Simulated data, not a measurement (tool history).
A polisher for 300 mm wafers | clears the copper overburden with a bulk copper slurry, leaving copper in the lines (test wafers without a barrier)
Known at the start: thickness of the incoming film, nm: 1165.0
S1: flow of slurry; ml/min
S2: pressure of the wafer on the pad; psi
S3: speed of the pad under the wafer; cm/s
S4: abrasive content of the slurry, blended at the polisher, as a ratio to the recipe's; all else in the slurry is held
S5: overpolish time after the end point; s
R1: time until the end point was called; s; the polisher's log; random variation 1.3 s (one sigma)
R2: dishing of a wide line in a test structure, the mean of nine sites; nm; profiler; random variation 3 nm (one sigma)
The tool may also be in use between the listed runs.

run 1 day=0.000 | S1=295 S2=2.3 S3=136 S4=1.0 S5=15 | R1=148.770 R2=71.132
run 2 day=0.288 | S1=295 S2=2.6 S3=138 S4=1.0 S5=16 | R1=125.530 R2=83.893
run 3 day=0.458 | S1=365 S2=2.6 S3=138 S4=1.0 S5=16 | R1=124.520 R2=83.014
run 4 day=0.762 | S1=365 S2=2.8 S3=138 S4=1.0 S5=17 | R1=115.980 R2=89.953
run 5 day=1.058 | S1=365 S2=3.0 S3=140 S4=1.0 S5=18 | R1=107.780 R2=101.860
run 6 day=1.404 | S1=365 S2=3.2 S3=142 S4=1.0 S5=19 | R1=100.710 R2=107.420
run 7 day=1.604 | S1=365 S2=3.2 S3=142 S4=1.0 S5=19 | R1=103.040 R2=110.750
run 8 day=1.738 | S1=365 S2=3.3 S3=146 S4=1.0 S5=19 | R1=97.535 R2=113.300

Run 9 comes next. What will it give?
run 9 day=2.092 | S1=365 S2=3.3 S3=146 S4=1.0 S5=19 | R1=? R2=?

Run 9 gave R1 98.408 s, R2 112.260 nm.

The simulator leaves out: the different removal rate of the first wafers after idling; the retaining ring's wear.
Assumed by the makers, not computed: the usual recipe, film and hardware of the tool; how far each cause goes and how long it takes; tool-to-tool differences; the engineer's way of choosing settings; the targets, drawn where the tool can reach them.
